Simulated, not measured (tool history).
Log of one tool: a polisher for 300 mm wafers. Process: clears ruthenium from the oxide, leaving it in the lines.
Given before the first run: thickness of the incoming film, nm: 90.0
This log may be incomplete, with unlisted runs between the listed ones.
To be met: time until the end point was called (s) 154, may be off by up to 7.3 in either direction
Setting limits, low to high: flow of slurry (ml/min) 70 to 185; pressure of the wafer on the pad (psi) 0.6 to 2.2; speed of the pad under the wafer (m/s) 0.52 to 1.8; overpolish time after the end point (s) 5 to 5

run	hour	flow of slurry (ml/min)	pressure of the wafer on the pad (psi)	speed of the pad under the wafer (m/s)	overpolish time after the end point (s)	time until the end point was called (s)
1	0	120	1.4	1.16	5	115.69
2	5.7	140	1.4	1.16	5	112.54
3	8.7	140	1.7	1.16	5	94.427
4	14.1	140	1.7	1.16	5	96.658
5	18.9	140	1.5	1.14	5	108.26
6	20.4	140	1.4	1.12	5	117.77
# hour 28.1: worn pad replaced by a new one
7	28.1	140	1.3	1.12	5	115.48
8	28.6	130	1.2	1.1	5	126.6
9	34.6	130	1.1	1.08	5	134.25
10	41.2	130	1	1.08	5	143.32

Which of these 4 next moves meets every target?
A	47.8	120	1.1	0.84	5	?
B	47.8	120	0.7	1.2	5	?
C	47.8	115	0.9	0.96	5	?
D	47.8	125	0.9	1.1	5	?

move	time until the end point was called (s)
A	171.78
B	174.27
C	179.64
D	157.15
A: takes the result that was furthest off past its target
B: takes the result that was furthest off past its target
C: takes the result that was furthest off past its target
D: in spec on every target
So the answer is move D, the one that meets all the targets.

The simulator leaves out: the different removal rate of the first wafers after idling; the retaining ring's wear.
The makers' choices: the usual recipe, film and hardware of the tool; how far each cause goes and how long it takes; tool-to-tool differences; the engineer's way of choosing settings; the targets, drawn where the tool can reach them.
